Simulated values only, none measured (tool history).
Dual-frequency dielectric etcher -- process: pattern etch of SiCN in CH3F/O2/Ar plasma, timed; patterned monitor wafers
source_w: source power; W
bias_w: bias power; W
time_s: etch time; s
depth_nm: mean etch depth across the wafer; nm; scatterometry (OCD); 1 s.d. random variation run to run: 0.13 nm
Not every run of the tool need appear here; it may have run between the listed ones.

run 1 hour=0.0 | source_w=520 bias_w=74 time_s=52.5 | depth_nm=22.582
run 2 hour=2.7 | source_w=580 bias_w=79 time_s=52.5 | depth_nm=24.495
run 3 hour=10.7 | source_w=580 bias_w=79 time_s=52.5 | depth_nm=24.528
run 4 hour=18.2 | source_w=580 bias_w=91 time_s=52.5 | depth_nm=26.528
run 5 hour=24.7 | source_w=600 bias_w=91 time_s=52.5 | depth_nm=26.837
run 6 hour=28.7 | source_w=600 bias_w=86 time_s=52.5 | depth_nm=25.974

Run 7 comes next. What will it give?
run 7 hour=35.0 | source_w=630 bias_w=86 time_s=52.5 | depth_nm=?

{"run 7": {"depth_nm": 26.421}}
